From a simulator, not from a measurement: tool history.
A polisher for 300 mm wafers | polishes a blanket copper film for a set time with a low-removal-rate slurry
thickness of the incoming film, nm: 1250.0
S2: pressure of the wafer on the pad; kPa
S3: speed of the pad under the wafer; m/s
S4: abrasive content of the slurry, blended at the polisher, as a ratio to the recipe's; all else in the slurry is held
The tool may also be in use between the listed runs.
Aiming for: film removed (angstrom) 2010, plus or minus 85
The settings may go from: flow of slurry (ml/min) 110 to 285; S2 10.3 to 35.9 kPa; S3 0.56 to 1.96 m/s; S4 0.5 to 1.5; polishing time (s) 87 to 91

run 1 day=0 | flow_of_slurry_(ml/min)=180 S2=22.8 S3=1.26 S4=1 polishing_time_(s)=87 | film_removed_(angstrom)=3927
run 2 day=0.258 | flow_of_slurry_(ml/min)=180 S2=22.8 S3=1.26 S4=1.15 polishing_time_(s)=87 | film_removed_(angstrom)=3996.2
run 3 day=0.317 | flow_of_slurry_(ml/min)=175 S2=18.6 S3=1.2 S4=1.15 polishing_time_(s)=87 | film_removed_(angstrom)=3214.9
run 4 day=0.512 | flow_of_slurry_(ml/min)=175 S2=18.6 S3=1.2 S4=1.35 polishing_time_(s)=87 | film_removed_(angstrom)=3277
run 5 day=0.85 | flow_of_slurry_(ml/min)=175 S2=15.9 S3=1.14 S4=1.35 polishing_time_(s)=87 | film_removed_(angstrom)=2745
run 6 day=1.204 | flow_of_slurry_(ml/min)=175 S2=13.8 S3=1.12 S4=1.35 polishing_time_(s)=87 | film_removed_(angstrom)=2417
run 7 day=1.512 | flow_of_slurry_(ml/min)=175 S2=12.4 S3=1.12 S4=1.35 polishing_time_(s)=87 | film_removed_(angstrom)=2241.4
run 8 day=1.721 | flow_of_slurry_(ml/min)=175 S2=11.7 S3=1.12 S4=1.35 polishing_time_(s)=87 | film_removed_(angstrom)=2100.6
run 9 day=1.983 | flow_of_slurry_(ml/min)=175 S2=11.7 S3=1.12 S4=1.35 polishing_time_(s)=87 | film_removed_(angstrom)=2103.1
run 10 day=2.192 | flow_of_slurry_(ml/min)=170 S2=10.3 S3=1.12 S4=1.35 polishing_time_(s)=87 | film_removed_(angstrom)=1862.1
run 11 day=2.542 | flow_of_slurry_(ml/min)=170 S2=10.3 S3=1.12 S4=1.35 polishing_time_(s)=87 | film_removed_(angstrom)=1908
run 12 day=2.838 | flow_of_slurry_(ml/min)=175 S2=10.3 S3=1.12 S4=1.35 polishing_time_(s)=87 | film_removed_(angstrom)=1921.1
run 13 day=3.171 | flow_of_slurry_(ml/min)=180 S2=10.3 S3=1.12 S4=1.35 polishing_time_(s)=87 | film_removed_(angstrom)=1918.9

Below are 5 possible settings for the next run. Only one of them brings all results inside the allowed miss of their targets. Which is it?
run A day=3.504 | flow_of_slurry_(ml/min)=150 S2=11 S3=0.96 S4=1.35 polishing_time_(s)=91 | film_removed_(angstrom)=?
run B day=3.504 | flow_of_slurry_(ml/min)=175 S2=11 S3=1.08 S4=1.3 polishing_time_(s)=89 | film_removed_(angstrom)=?
run C day=3.504 | flow_of_slurry_(ml/min)=215 S2=14.5 S3=0.7 S4=1.5 polishing_time_(s)=87 | film_removed_(angstrom)=?
run D day=3.504 | flow_of_slurry_(ml/min)=160 S2=11.7 S3=0.94 S4=1.15 polishing_time_(s)=91 | film_removed_(angstrom)=?
run E day=3.504 | flow_of_slurry_(ml/min)=130 S2=13.8 S3=0.82 S4=1.4 polishing_time_(s)=91 | film_removed_(angstrom)=?

move=A film_removed_(angstrom)=1766.7
move=B film_removed_(angstrom)=1936.5
move=C film_removed_(angstrom)=1815.1
move=D film_removed_(angstrom)=1788.6
move=E film_removed_(angstrom)=1846.7
A: the biggest miss grows against the last run
B: in spec on every target
C: the biggest miss grows against the last run
D: the biggest miss grows against the last run
E: the biggest miss grows against the last run
Answer: B

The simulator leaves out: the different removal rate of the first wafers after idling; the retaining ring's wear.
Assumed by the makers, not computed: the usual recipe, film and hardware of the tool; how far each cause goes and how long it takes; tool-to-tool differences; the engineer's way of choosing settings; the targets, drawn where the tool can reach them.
